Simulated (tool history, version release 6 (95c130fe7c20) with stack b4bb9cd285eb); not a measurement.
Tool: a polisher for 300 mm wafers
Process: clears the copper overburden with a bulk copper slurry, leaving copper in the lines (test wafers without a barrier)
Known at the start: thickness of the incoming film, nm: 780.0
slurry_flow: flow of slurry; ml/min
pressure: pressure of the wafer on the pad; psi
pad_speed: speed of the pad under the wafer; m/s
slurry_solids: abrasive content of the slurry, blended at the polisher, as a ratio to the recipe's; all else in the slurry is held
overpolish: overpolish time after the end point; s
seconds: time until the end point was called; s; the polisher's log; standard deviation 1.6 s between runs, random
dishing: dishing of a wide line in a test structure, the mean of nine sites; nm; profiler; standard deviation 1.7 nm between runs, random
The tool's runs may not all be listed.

run,day,slurry_flow,pressure,pad_speed,slurry_solids,overpolish,seconds,dishing
1,0,150,2.3,1.22,1,23,93.738,101.82
2,0.271,150,2.5,1.22,1,23,85.746,107.21
3,0.492,150,2.3,1.22,1,22,92.877,92.495
4,0.775,150,2.1,1.22,1,23,99.531,91.863
5,1.129,150,2.1,1.46,1,23,85.758,100.31
6,1.388,150,1.9,1.46,1,23,94.181,94.196
7,1.638,150,1.8,1.46,1,23,99.214,90.773

Expected results for the next run?
# day 1.762: slurry blender recalibrated
8,1.762,150,1.7,1.46,1,23,?,?

seconds: 100.01 s
dishing: 88.129 nm
